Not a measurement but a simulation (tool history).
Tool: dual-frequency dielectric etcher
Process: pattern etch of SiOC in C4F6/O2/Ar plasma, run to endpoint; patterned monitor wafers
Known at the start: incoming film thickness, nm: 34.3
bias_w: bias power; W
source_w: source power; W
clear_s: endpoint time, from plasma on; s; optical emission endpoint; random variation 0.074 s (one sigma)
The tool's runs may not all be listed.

Run 1, hour 0.0: bias_w 423 W, source_w 350 W. Result: clear_s 12.892 s.
Run 2, hour 6.3: bias_w 458 W, source_w 350 W. Result: clear_s 12.406 s.
Run 3, hour 6.9: bias_w 527 W, source_w 350 W. Result: clear_s 11.637 s.
Run 4, hour 13.4: bias_w 527 W, source_w 290 W. Result: clear_s 12.822 s.
Run 5, hour 14.2: bias_w 527 W, source_w 330 W. Result: clear_s 12.014 s.
Run 6, hour 21.5: bias_w 572 W, source_w 330 W. Result: clear_s 11.620 s.
Run 7, hour 30.0: bias_w 533 W, source_w 320 W. Result: clear_s 11.995 s.

The next listed run, before its measurement:
Run 8, hour 38.1: bias_w 448 W, source_w 250 W. Result: clear_s ?.

{"run 8": {"clear_s": 14.829}}

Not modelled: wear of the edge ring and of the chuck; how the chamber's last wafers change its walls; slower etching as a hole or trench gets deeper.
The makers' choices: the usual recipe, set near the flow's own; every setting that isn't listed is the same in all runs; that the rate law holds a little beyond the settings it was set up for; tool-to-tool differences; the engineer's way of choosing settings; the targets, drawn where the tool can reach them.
